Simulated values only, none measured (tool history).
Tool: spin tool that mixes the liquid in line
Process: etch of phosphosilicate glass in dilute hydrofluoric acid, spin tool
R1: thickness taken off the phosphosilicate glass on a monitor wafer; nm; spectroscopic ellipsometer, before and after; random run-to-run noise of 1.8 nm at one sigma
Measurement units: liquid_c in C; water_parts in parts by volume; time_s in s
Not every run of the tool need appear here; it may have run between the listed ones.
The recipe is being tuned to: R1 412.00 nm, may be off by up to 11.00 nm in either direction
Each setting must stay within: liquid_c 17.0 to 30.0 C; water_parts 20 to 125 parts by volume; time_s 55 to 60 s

{"run": 1, "hour": 0.0, "liquid_c": 22.0, "water_parts": 70, "time_s": 55, "R1": 157.36}
{"run": 2, "hour": 6.9, "liquid_c": 19.0, "water_parts": 70, "time_s": 55, "R1": 137.74}
{"run": 3, "hour": 9.6, "liquid_c": 19.0, "water_parts": 70, "time_s": 55, "R1": 139.28}
{"run": 4, "hour": 10.3, "liquid_c": 20.5, "water_parts": 70, "time_s": 55, "R1": 148.6}
{"run": 5, "hour": 18.7, "liquid_c": 20.5, "water_parts": 70, "time_s": 60, "R1": 161.7}
{"run": 6, "hour": 25.9, "liquid_c": 20.5, "water_parts": 70, "time_s": 60, "R1": 161.87}
{"run": 7, "hour": 29.7, "liquid_c": 23.5, "water_parts": 55, "time_s": 60, "R1": 236.75}
{"run": 8, "hour": 32.3, "liquid_c": 25.5, "water_parts": 50, "time_s": 60, "R1": 285.51}
{"run": 9, "hour": 40.4, "liquid_c": 27.0, "water_parts": 45, "time_s": 60, "R1": 338.52}
{"run": 10, "hour": 49.4, "liquid_c": 28.0, "water_parts": 45, "time_s": 60, "R1": 352.14}
{"run": 11, "hour": 56.8, "liquid_c": 28.5, "water_parts": 45, "time_s": 60, "R1": 361.35}
{"run": 12, "hour": 63.0, "liquid_c": 29.0, "water_parts": 45, "time_s": 60, "R1": 367.2}
{"run": 13, "hour": 70.3, "liquid_c": 30.0, "water_parts": 40, "time_s": 60, "R1": 431.82}
{"run": 14, "hour": 76.1, "liquid_c": 29.5, "water_parts": 40, "time_s": 60, "R1": 423.17}

Which one of the following 4 next-run settings gets every result inside its allowed miss? There is exactly one.
{"run": "A", "hour": 81.9, "liquid_c": 29.5, "water_parts": 35, "time_s": 55, "R1": "?"}
{"run": "B", "hour": 81.9, "liquid_c": 29.5, "water_parts": 40, "time_s": 55, "R1": "?"}
{"run": "C", "hour": 81.9, "liquid_c": 29.0, "water_parts": 40, "time_s": 60, "R1": "?"}
{"run": "D", "hour": 81.9, "liquid_c": 30.0, "water_parts": 45, "time_s": 60, "R1": "?"}

move=A R1=447.66
move=B R1=388.69
move=C R1=415.66
move=D R1=381.49
A: its largest miss is bigger than the last run's
B: carries the result that was furthest off beyond its target, to the other side
C: every result lands within tolerance
D: carries the result that was furthest off beyond its target, to the other side
C is the move that brings every result within its allowed miss.
